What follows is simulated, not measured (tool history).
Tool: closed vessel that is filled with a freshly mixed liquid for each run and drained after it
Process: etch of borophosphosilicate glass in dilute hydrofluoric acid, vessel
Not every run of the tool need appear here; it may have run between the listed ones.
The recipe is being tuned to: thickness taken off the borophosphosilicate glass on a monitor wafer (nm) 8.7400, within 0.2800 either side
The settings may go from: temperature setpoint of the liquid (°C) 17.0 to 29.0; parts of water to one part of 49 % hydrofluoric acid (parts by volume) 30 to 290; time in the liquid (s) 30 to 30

run  hour  temperature setpoint of the liquid (°C)  parts of water to one part of 49 % hydrofluoric acid (parts by volume)  time in the liquid (s)  thickness taken off the borophosphosilicate glass on a monitor wafer (nm)
  1   0.0                                     21.0                                                                     160                      30                                                                    12.5320
  2   3.0                                     21.0                                                                     190                      30                                                                    10.1180
  3   4.6                                     20.0                                                                     190                      30                                                                     9.8764
  4   6.1                                     20.0                                                                     190                      30                                                                     9.8686
      7.7  -- hydrofluoric acid flow meter replaced
  5   7.7                                     21.5                                                                     190                      30                                                                     9.3862
  6  11.0                                     22.0                                                                     190                      30                                                                     9.3226
  7  18.8                                     22.5                                                                     190                      30                                                                     9.4740
  8  26.1                                     23.0                                                                     190                      30                                                                     9.5807
  9  35.0                                     23.0                                                                     195                      30                                                                     9.6211

Below are 4 possible settings for the next run. Only one of them brings all results inside the allowed miss of their targets. Which is it?
  A  43.9                                     21.5                                                                     160                      30                                                                          ?
  B  43.9                                     23.0                                                                     220                      30                                                                          ?
  C  43.9                                     25.0                                                                     235                      30                                                                          ?
  D  43.9                                     26.0                                                                     225                      30                                                                          ?

move  thickness taken off the borophosphosilicate glass on a monitor wafer (nm)
   A                                                                    11.2890
   B                                                                     8.1619
   C                                                                     8.0888
   D                                                                     8.8495
A: its largest miss is bigger than the last run's
B: takes the result that was furthest off past its target
C: takes the result that was furthest off past its target
D: meets every target
D meets every target.
